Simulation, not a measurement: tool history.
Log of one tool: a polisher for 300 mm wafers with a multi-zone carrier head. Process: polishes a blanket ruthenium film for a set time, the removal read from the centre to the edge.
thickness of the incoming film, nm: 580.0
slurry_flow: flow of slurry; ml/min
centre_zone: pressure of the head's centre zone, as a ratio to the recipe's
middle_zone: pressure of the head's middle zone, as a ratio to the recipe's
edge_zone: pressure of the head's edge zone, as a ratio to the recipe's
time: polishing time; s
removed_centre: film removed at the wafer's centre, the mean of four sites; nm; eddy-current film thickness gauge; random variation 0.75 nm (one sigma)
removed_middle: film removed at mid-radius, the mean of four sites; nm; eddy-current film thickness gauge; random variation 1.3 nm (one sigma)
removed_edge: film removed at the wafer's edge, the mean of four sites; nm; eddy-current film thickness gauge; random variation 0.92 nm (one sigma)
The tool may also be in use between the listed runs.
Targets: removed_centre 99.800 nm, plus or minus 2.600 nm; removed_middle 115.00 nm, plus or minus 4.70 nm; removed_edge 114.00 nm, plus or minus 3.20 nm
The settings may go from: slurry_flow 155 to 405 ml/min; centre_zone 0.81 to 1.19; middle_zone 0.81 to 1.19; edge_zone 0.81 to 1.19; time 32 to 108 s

run	hour	slurry_flow	centre_zone	middle_zone	edge_zone	time	removed_centre	removed_middle	removed_edge
1	0.0	260	1.00	1.00	1.00	70	136.420	134.74	138.36
2	1.0	320	1.00	1.00	1.00	70	139.870	138.69	141.67
3	1.6	310	0.97	0.99	0.97	69	133.330	136.12	137.04
4	10.4	260	0.97	0.99	0.97	69	128.160	130.50	135.02
5	16.1	255	0.95	0.99	0.95	68	125.720	132.63	129.81
6	23.7	255	0.91	0.99	0.95	68	118.260	131.63	129.62
7	29.8	245	0.89	0.97	0.93	67	112.890	129.19	127.92
8	35.4	240	0.89	0.96	0.92	66	112.480	121.64	125.47
9	42.3	235	0.88	0.96	0.90	65	109.180	120.78	120.44

Pick the move, out of 5, that brings all results within their allowed miss; only one does.
A	49.2	220	0.85	0.96	0.87	62	?	?	?
B	49.2	240	0.88	1.07	0.81	60	?	?	?
C	49.2	230	1.00	0.91	0.91	65	?	?	?
D	49.2	230	1.01	0.96	0.89	65	?	?	?
E	49.2	215	0.87	0.84	0.92	70	?	?	?

move	removed_centre	removed_middle	removed_edge
A	98.307	114.77	112.41
B	99.970	123.25	106.22
C	122.250	115.72	120.96
D	123.530	121.00	119.66
E	113.090	115.57	130.07
A: each result inside its tolerance
B: the worst result of the last run now meets its target, but another is out of spec
C: the biggest miss grows against the last run
D: the biggest miss grows against the last run
E: the biggest miss grows against the last run
The right move is A.

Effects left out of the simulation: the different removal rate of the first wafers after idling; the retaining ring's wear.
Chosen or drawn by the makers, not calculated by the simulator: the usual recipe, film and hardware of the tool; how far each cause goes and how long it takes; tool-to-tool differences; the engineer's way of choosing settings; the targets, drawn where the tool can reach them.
